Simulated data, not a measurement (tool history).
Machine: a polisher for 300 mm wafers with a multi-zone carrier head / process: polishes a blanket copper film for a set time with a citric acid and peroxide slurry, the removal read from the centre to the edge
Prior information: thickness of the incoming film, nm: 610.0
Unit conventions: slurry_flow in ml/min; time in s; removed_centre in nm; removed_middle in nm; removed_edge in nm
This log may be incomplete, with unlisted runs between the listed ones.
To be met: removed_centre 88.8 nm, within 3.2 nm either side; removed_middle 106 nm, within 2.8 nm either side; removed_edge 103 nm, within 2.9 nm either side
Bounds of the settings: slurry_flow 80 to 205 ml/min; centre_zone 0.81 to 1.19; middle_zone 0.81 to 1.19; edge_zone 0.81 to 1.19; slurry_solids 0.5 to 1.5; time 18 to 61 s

{"run": 1, "hour": 0.0, "slurry_flow": 135, "centre_zone": 1, "middle_zone": 1, "edge_zone": 1, "slurry_solids": 1, "time": 39, "removed_centre": 67.852, "removed_middle": 68.879, "removed_edge": 72.342}
{"run": 2, "hour": 4.6, "slurry_flow": 135, "centre_zone": 1, "middle_zone": 0.93, "edge_zone": 1, "slurry_solids": 1, "time": 39, "removed_centre": 67.395, "removed_middle": 65.485, "removed_edge": 71.511}
{"run": 3, "hour": 8.0, "slurry_flow": 135, "centre_zone": 1, "middle_zone": 0.93, "edge_zone": 1, "slurry_solids": 0.9, "time": 39, "removed_centre": 66.389, "removed_middle": 63.328, "removed_edge": 69.518}
{"run": 4, "hour": 12.7, "slurry_flow": 150, "centre_zone": 1, "middle_zone": 1, "edge_zone": 1.04, "slurry_solids": 1.1, "time": 40, "removed_centre": 74.116, "removed_middle": 73.072, "removed_edge": 78.06}
{"run": 5, "hour": 14.0, "slurry_flow": 155, "centre_zone": 0.97, "middle_zone": 1.05, "edge_zone": 1.05, "slurry_solids": 1.2, "time": 41, "removed_centre": 75.618, "removed_middle": 82.577, "removed_edge": 81.425}
{"run": 6, "hour": 21.9, "slurry_flow": 155, "centre_zone": 0.96, "middle_zone": 1.06, "edge_zone": 1.09, "slurry_solids": 1.3, "time": 42, "removed_centre": 77.434, "removed_middle": 86.675, "removed_edge": 87.252}
{"run": 7, "hour": 28.4, "slurry_flow": 160, "centre_zone": 0.96, "middle_zone": 1.08, "edge_zone": 1.12, "slurry_solids": 1.35, "time": 43, "removed_centre": 80.72, "removed_middle": 92.7, "removed_edge": 90.829}
{"run": 8, "hour": 31.1, "slurry_flow": 165, "centre_zone": 0.95, "middle_zone": 1.08, "edge_zone": 1.14, "slurry_solids": 1.4, "time": 44, "removed_centre": 83.918, "removed_middle": 93.616, "removed_edge": 95.852}
{"run": 9, "hour": 36.1, "slurry_flow": 170, "centre_zone": 0.94, "middle_zone": 1.1, "edge_zone": 1.15, "slurry_solids": 1.45, "time": 44, "removed_centre": 84.006, "removed_middle": 98.197, "removed_edge": 96.825}
{"run": 10, "hour": 44.2, "slurry_flow": 175, "centre_zone": 0.94, "middle_zone": 1.11, "edge_zone": 1.16, "slurry_solids": 1.45, "time": 44, "removed_centre": 85.443, "removed_middle": 99.792, "removed_edge": 97.162}

5 candidate next runs follow, results not yet known. Just one meets every target within its allowed miss. Identify it.
{"run": "A", "hour": 52.3, "slurry_flow": 150, "centre_zone": 1.02, "middle_zone": 1.07, "edge_zone": 1.1, "slurry_solids": 1.45, "time": 46, "removed_centre": "?", "removed_middle": "?", "removed_edge": "?"}
{"run": "B", "hour": 52.3, "slurry_flow": 205, "centre_zone": 0.97, "middle_zone": 1.18, "edge_zone": 1.12, "slurry_solids": 1.25, "time": 45, "removed_centre": "?", "removed_middle": "?", "removed_edge": "?"}
{"run": "C", "hour": 52.3, "slurry_flow": 155, "centre_zone": 0.94, "middle_zone": 1.13, "edge_zone": 1.14, "slurry_solids": 1.5, "time": 47, "removed_centre": "?", "removed_middle": "?", "removed_edge": "?"}
{"run": "D", "hour": 52.3, "slurry_flow": 190, "centre_zone": 1.05, "middle_zone": 1.08, "edge_zone": 1.14, "slurry_solids": 1.5, "time": 44, "removed_centre": "?", "removed_middle": "?", "removed_edge": "?"}
{"run": "E", "hour": 52.3, "slurry_flow": 175, "centre_zone": 0.95, "middle_zone": 1.07, "edge_zone": 1.19, "slurry_solids": 1.4, "time": 46, "removed_centre": "?", "removed_middle": "?", "removed_edge": "?"}

move=A removed_centre=92.628 removed_middle=97.859 removed_edge=98.73
move=B removed_centre=87.277 removed_middle=104.82 removed_edge=96.49
move=C removed_centre=88.543 removed_middle=106.35 removed_edge=103.5
move=D removed_centre=95.928 removed_middle=98.725 removed_edge=99.168
move=E removed_centre=87.798 removed_middle=99.358 removed_edge=102.57
A: moves away from the targets compared with the last run
B: gets the furthest-off result to its target, but another result is out of tolerance
C: in spec on every target
D: moves away from the targets compared with the last run
E: moves away from the targets compared with the last run
Correct choice: C, which meets every target

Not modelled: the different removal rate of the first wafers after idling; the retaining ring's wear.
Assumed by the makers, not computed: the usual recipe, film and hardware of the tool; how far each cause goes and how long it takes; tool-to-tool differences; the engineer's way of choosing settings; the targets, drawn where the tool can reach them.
